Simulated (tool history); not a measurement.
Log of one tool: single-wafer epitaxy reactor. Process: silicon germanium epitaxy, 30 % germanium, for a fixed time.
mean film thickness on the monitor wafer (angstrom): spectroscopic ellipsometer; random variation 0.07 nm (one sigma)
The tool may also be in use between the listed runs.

run	day	wafer temperature setpoint (pyrometer-controlled) (deg C)	chamber pressure (Pa)	mean film thickness on the monitor wafer (angstrom)
1	0	575	3133	357.07
2	0.35	573	3133	341.54
3	0.475	566	3133	290.59
4	0.583	566	3626	305.23
5	0.704	573	3626	355.33
6	0.858	573	3200	342.57

Run 7 comes next. What will it give?
7	1.054	564	3186	?

mean film thickness on the monitor wafer (angstrom): 277.92
